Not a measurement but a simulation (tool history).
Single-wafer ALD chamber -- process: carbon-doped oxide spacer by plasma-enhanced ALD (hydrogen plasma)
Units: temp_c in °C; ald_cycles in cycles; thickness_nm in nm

| run | hour | temp_c | ald_cycles | thickness_nm |
|---|---|---|---|---|
| 1 | 0 | 375 | 248 | 12.463 |
| 2 | 4.4 | 375 | 280 | 14.095 |
| 3 | 9.2 | 375 | 248 | 12.51 |
| 4 | 18.3 | 380 | 248 | 12.423 |
| 5 | 20.1 | 380 | 227 | 11.412 |
| 6 | 23.6 | 380 | 244 | 12.192 |

Forecast run 7:
| 7 | 26.2 | 381 | 225 | ? |

{"run 7": {"thickness_nm": 11.385}}

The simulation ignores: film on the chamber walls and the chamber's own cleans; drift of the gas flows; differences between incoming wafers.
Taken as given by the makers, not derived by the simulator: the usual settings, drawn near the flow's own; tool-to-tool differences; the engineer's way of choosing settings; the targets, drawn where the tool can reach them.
